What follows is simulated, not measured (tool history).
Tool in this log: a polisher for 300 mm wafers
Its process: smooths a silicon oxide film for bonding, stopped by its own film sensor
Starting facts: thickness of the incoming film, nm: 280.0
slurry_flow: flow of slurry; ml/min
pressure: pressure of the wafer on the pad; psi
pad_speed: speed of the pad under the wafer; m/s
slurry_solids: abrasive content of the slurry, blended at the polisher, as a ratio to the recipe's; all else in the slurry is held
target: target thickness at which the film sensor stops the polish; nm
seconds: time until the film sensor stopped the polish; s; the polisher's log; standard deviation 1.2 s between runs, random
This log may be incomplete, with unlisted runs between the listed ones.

run	hour	slurry_flow	pressure	pad_speed	slurry_solids	target	seconds
1	0	210	2.4	0.86	1	205	103.05
2	4.1	210	2.4	0.86	1	205	103.47
3	7.6	205	2.2	0.86	1	205	112.86
4	8.3	205	2.6	0.86	1	205	94.854
5	16.4	170	2.6	0.86	1	205	98.984
6	18.8	170	2.6	1.06	1	205	83.043
7	23.4	160	2	1.04	1	205	109.43
8	28.1	155	1.9	1.04	1	205	117.13
9	30	150	1.8	1.04	1	205	124.51
10	32	145	1.7	1.04	1	205	130.86
11	40.8	145	1.7	1.04	1	205	133.32

Run 12 is up next; what results do you expect?
12	46.4	140	1.7	1.04	1	205	?

Run 12 yielded seconds 132.19 s.

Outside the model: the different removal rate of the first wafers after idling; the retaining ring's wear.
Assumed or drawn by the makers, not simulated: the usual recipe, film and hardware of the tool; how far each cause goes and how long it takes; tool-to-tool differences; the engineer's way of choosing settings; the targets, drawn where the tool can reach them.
